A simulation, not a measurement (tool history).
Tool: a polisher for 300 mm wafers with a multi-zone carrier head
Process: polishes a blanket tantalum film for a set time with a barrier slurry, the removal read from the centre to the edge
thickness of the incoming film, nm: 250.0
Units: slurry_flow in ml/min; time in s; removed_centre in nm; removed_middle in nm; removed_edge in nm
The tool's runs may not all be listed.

run,hour,slurry_flow,centre_zone,middle_zone,edge_zone,slurry_solids,time,removed_centre,removed_middle,removed_edge
1,0.0,315,1.00,1.00,1.00,1.00,53,94.564,90.309,91.803
2,2.9,320,1.03,1.00,1.01,1.05,53,95.545,93.704,93.571
3,5.3,320,1.03,1.00,1.01,1.05,63,112.750,110.680,111.470
4,9.7,320,1.04,0.98,0.99,1.00,63,112.240,103.500,108.060
5,11.2,320,1.04,0.98,0.95,1.00,63,116.460,106.920,106.600
6,18.8,320,1.04,0.95,0.95,1.00,63,115.170,103.370,104.790
7,25.8,320,1.04,0.94,0.94,1.00,63,116.330,102.130,105.870
8,34.0,320,1.04,0.94,0.93,1.00,63,115.810,104.860,104.790

The next listed run, before its measurement:
9,38.3,320,1.04,0.93,0.93,1.00,63,?,?,?

Run 9 gave removed_centre 117.410 nm, removed_middle 101.550 nm, removed_edge 104.810 nm.
